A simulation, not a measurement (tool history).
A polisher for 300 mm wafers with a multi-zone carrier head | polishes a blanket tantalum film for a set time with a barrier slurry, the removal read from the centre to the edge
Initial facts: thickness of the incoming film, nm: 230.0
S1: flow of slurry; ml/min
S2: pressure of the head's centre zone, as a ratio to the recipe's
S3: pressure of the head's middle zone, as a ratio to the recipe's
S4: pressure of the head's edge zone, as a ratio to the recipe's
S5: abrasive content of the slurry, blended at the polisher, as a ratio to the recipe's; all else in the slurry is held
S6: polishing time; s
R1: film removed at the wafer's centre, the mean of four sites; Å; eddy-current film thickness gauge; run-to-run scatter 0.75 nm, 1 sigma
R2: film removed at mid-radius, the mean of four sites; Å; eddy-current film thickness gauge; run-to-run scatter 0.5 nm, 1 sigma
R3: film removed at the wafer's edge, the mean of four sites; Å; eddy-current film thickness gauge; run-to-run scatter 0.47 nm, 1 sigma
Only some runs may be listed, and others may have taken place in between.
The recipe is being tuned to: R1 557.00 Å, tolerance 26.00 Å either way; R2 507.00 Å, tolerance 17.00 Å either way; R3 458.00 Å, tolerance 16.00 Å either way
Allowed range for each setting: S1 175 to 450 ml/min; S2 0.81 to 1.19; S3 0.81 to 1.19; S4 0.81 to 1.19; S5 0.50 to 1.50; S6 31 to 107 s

| run | hour | S1 | S2 | S3 | S4 | S5 | S6 | R1 | R2 | R3 |
|---|---|---|---|---|---|---|---|---|---|---|
| 1 | 0.0 | 290 | 1.00 | 1.00 | 1.00 | 1.00 | 69 | 792.15 | 798.96 | 767.98 |
| 2 | 4.7 | 290 | 1.01 | 1.00 | 0.98 | 0.95 | 66 | 770.56 | 743.73 | 707.25 |
| 3 | 8.0 | 290 | 1.00 | 1.00 | 0.96 | 0.90 | 64 | 723.54 | 728.16 | 695.33 |
| 4 | 11.9 | 290 | 1.02 | 1.01 | 0.95 | 0.85 | 61 | 689.16 | 677.31 | 649.27 |
| 5 | 15.2 | 290 | 1.04 | 1.02 | 0.93 | 0.80 | 59 | 679.20 | 651.21 | 607.18 |
| 6 | 22.1 | 290 | 1.04 | 1.02 | 0.93 | 1.00 | 59 | 697.56 | 697.23 | 636.58 |
| 7 | 27.3 | 290 | 1.05 | 1.02 | 0.92 | 0.95 | 57 | 668.25 | 660.76 | 603.25 |
| 8 | 32.3 | 290 | 1.06 | 1.02 | 0.91 | 0.90 | 56 | 662.24 | 635.42 | 593.99 |
| 9 | 39.5 | 290 | 1.07 | 1.03 | 0.90 | 0.85 | 55 | 644.90 | 621.22 | 566.47 |
| 10 | 46.1 | 290 | 1.08 | 1.03 | 0.89 | 0.80 | 54 | 630.06 | 609.36 | 542.99 |
| 11 | 50.3 | 290 | 1.08 | 1.02 | 0.88 | 0.75 | 54 | 625.01 | 590.53 | 536.49 |
| 12 | 53.1 | 285 | 1.10 | 1.02 | 0.81 | 0.50 | 48 | 513.72 | 487.02 | 412.18 |

5 next moves are on the table. One of them brings every result within its allowed miss. Which?
| A | 55.9 | 300 | 1.02 | 1.06 | 0.85 | 0.50 | 45 | ? | ? | ? |
| B | 55.9 | 290 | 1.12 | 1.02 | 0.81 | 0.50 | 49 | ? | ? | ? |
| C | 55.9 | 270 | 1.10 | 1.00 | 0.84 | 0.50 | 52 | ? | ? | ? |
| D | 55.9 | 300 | 1.19 | 1.00 | 0.82 | 0.50 | 48 | ? | ? | ? |
| E | 55.9 | 215 | 1.10 | 1.08 | 0.81 | 0.50 | 50 | ? | ? | ? |

| move | R1 | R2 | R3 |
|---|---|---|---|
| A | 462.00 | 464.16 | 399.55 |
| B | 546.18 | 487.64 | 425.26 |
| C | 566.31 | 505.92 | 456.62 |
| D | 567.36 | 470.87 | 419.80 |
| E | 532.55 | 508.80 | 424.98 |
A: its largest miss is bigger than the last run's
B: an improvement on the last run, though not all results are within tolerance
C: each result inside its tolerance
D: an improvement on the last run, though not all results are within tolerance
E: an improvement on the last run, though not all results are within tolerance
Correct choice: C, which meets every target
